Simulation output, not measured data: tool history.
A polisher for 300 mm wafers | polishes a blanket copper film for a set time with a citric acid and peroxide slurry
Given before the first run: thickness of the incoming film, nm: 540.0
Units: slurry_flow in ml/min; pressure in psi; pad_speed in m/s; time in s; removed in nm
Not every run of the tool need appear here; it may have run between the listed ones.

run	day	slurry_flow	pressure	pad_speed	slurry_solids	time	removed
1	0.000	210	4.0	0.80	1.0	73	201.76
2	0.317	210	4.0	0.80	1.0	77	223.22
3	0.446	210	3.6	0.80	1.0	77	196.54
4	0.625	210	3.3	0.80	1.0	77	186.23
5	0.946	260	3.3	0.80	1.0	77	185.88
6	1.021	260	3.0	0.80	1.0	77	165.71
7	1.050	260	2.8	0.80	1.0	77	158.96
8	1.292	260	2.7	0.80	1.0	77	153.98

Forecast run 9:
9	1.508	260	2.6	0.80	1.0	77	?

{"run 9": {"removed": 146.8}}

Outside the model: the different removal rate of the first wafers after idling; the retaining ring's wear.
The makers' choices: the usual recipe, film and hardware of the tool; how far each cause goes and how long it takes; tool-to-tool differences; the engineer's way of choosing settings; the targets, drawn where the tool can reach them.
